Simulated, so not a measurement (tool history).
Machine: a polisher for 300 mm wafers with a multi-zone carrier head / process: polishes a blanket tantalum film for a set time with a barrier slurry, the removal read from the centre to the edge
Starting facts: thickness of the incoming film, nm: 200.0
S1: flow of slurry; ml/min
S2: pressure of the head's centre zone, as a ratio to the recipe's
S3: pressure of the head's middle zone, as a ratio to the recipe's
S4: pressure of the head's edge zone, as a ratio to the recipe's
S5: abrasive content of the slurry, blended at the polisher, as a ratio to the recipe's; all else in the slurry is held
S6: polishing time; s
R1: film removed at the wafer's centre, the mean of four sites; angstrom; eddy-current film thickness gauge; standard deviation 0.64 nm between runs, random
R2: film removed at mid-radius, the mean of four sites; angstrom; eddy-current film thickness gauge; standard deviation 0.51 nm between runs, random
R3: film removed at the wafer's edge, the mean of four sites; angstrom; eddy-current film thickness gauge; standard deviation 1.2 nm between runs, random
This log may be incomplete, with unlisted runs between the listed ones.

{"run": 1, "hour": 0.0, "S1": 250, "S2": 1, "S3": 1, "S4": 1, "S5": 1, "S6": 41, "R1": 577.83, "R2": 571.66, "R3": 575.86}
{"run": 2, "hour": 0.8, "S1": 250, "S2": 1.03, "S3": 1, "S4": 1, "S5": 1, "S6": 41, "R1": 597.07, "R2": 564.93, "R3": 569.85}
{"run": 3, "hour": 1.6, "S1": 250, "S2": 1.03, "S3": 1, "S4": 1.06, "S5": 1, "S6": 41, "R1": 602.5, "R2": 568.91, "R3": 596.98}
{"run": 4, "hour": 8.9, "S1": 270, "S2": 1.08, "S3": 1.03, "S4": 1.1, "S5": 1.15, "S6": 42, "R1": 670.79, "R2": 619.79, "R3": 658.43}
{"run": 5, "hour": 10.0, "S1": 285, "S2": 1.12, "S3": 1.04, "S4": 1.09, "S5": 1.25, "S6": 43, "R1": 723.84, "R2": 658.04, "R3": 660.58}
{"run": 6, "hour": 11.1, "S1": 290, "S2": 1.14, "S3": 1.04, "S4": 1.11, "S5": 1.35, "S6": 44, "R1": 770.58, "R2": 684.1, "R3": 706.19}
{"run": 7, "hour": 13.6, "S1": 300, "S2": 1.16, "S3": 1.04, "S4": 1.12, "S5": 1.4, "S6": 45, "R1": 823.68, "R2": 701.98, "R3": 732.5}

Predict the results of run 8:
{"run": 8, "hour": 14.5, "S1": 310, "S2": 1.17, "S3": 1.05, "S4": 1.14, "S5": 1.45, "S6": 45, "R1": "?", "R2": "?", "R3": "?"}

R1: 831.82 angstrom
R2: 721.69 angstrom
R3: 724.64 angstrom

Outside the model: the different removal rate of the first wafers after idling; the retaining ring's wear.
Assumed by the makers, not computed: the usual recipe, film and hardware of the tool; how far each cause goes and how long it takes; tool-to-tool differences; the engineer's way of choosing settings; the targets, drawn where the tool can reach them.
